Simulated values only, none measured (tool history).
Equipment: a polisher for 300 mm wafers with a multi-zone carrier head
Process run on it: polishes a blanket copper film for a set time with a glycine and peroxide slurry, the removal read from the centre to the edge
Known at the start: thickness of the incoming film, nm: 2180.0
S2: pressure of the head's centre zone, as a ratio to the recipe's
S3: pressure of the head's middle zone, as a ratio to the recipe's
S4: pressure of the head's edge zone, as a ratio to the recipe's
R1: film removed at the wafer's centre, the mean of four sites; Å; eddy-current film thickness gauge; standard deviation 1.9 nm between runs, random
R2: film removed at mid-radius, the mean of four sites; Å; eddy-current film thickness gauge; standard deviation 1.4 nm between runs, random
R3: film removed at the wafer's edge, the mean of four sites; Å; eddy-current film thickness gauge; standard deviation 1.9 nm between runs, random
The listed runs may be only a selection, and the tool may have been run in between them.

{"run": 1, "day": 0.0, "flow of slurry (ml/min)": 155, "S2": 1.0, "S3": 1.0, "S4": 1.0, "polishing time (s)": 62, "R1": 3053.9, "R2": 3084.2, "R3": 3106.7}
{"run": 2, "day": 0.321, "flow of slurry (ml/min)": 155, "S2": 1.0, "S3": 1.0, "S4": 1.0, "polishing time (s)": 71, "R1": 3490.4, "R2": 3508.6, "R3": 3527.1}
{"run": 3, "day": 0.554, "flow of slurry (ml/min)": 155, "S2": 1.07, "S3": 1.0, "S4": 1.0, "polishing time (s)": 71, "R1": 3710.4, "R2": 3482.6, "R3": 3540.6}
{"run": 4, "day": 0.921, "flow of slurry (ml/min)": 155, "S2": 1.07, "S3": 1.0, "S4": 0.97, "polishing time (s)": 71, "R1": 3770.8, "R2": 3502.7, "R3": 3475.9}
{"run": 5, "day": 1.0, "flow of slurry (ml/min)": 145, "S2": 1.03, "S3": 0.98, "S4": 0.96, "polishing time (s)": 63, "R1": 3156.4, "R2": 3060.2, "R3": 3072.2}
{"run": 6, "day": 1.333, "flow of slurry (ml/min)": 135, "S2": 1.01, "S3": 0.95, "S4": 0.94, "polishing time (s)": 56, "R1": 2682.0, "R2": 2605.8, "R3": 2710.0}
{"run": 7, "day": 1.483, "flow of slurry (ml/min)": 135, "S2": 1.0, "S3": 0.94, "S4": 0.93, "polishing time (s)": 51, "R1": 2433.8, "R2": 2329.2, "R3": 2446.6}
{"run": 8, "day": 1.788, "flow of slurry (ml/min)": 135, "S2": 0.98, "S3": 0.93, "S4": 0.92, "polishing time (s)": 47, "R1": 2202.9, "R2": 2132.3, "R3": 2197.4}
{"run": 9, "day": 1.888, "flow of slurry (ml/min)": 135, "S2": 0.95, "S3": 0.91, "S4": 0.91, "polishing time (s)": 45, "R1": 2026.0, "R2": 2022.9, "R3": 2103.9}
{"run": 10, "day": 2.104, "flow of slurry (ml/min)": 135, "S2": 0.94, "S3": 0.89, "S4": 0.9, "polishing time (s)": 44, "R1": 1964.0, "R2": 1978.0, "R3": 2034.6}
{"run": 11, "day": 2.458, "flow of slurry (ml/min)": 130, "S2": 0.93, "S3": 0.87, "S4": 0.89, "polishing time (s)": 43, "R1": 1857.9, "R2": 1859.1, "R3": 1995.2}
{"run": 12, "day": 2.667, "flow of slurry (ml/min)": 130, "S2": 0.92, "S3": 0.86, "S4": 0.88, "polishing time (s)": 42, "R1": 1817.5, "R2": 1801.8, "R3": 1874.7}
{"run": 13, "day": 2.929, "flow of slurry (ml/min)": 125, "S2": 0.91, "S3": 0.85, "S4": 0.88, "polishing time (s)": 42, "R1": 1789.2, "R2": 1756.4, "R3": 1892.5}
{"run": 14, "day": 3.179, "flow of slurry (ml/min)": 120, "S2": 0.87, "S3": 0.85, "S4": 0.83, "polishing time (s)": 36, "R1": 1420.8, "R2": 1513.3, "R3": 1587.2}

Run 15 has not been measured yet. What should we expect?
{"run": 15, "day": 3.267, "flow of slurry (ml/min)": 125, "S2": 0.87, "S3": 0.85, "S4": 0.84, "polishing time (s)": 36, "R1": "?", "R2": "?", "R3": "?"}

Run 15 measured R1 1429.4 Å, R2 1505.6 Å, R3 1595.4 Å.
